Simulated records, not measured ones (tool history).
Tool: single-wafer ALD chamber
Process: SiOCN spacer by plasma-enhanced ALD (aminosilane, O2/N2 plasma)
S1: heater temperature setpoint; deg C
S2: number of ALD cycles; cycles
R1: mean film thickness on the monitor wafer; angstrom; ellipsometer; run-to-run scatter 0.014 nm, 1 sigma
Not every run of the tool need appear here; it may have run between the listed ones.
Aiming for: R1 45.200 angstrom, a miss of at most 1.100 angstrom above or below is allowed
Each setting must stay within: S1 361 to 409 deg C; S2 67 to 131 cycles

run	hour	S1	S2	R1
1	0.0	385	99	57.406
2	6.8	395	99	57.288
3	13.6	395	93	53.672
4	18.2	395	89	51.662
5	23.2	405	89	50.079
6	25.5	405	86	48.884
7	31.2	405	86	48.716
8	34.5	405	77	43.564

5 candidate next runs follow, results not yet known. Just one meets every target within its allowed miss. Identify it.
A	37.8	406	80	?
B	37.8	403	84	?
C	37.8	397	72	?
D	37.8	401	84	?
E	37.8	402	85	?

move	R1
A	45.094
B	47.848
C	41.703
D	48.181
E	48.586
A: every result within its allowed miss
B: takes the result that was furthest off past its target
C: moves away from the targets compared with the last run
D: takes the result that was furthest off past its target
E: takes the result that was furthest off past its target
Go with A: it meets all targets.
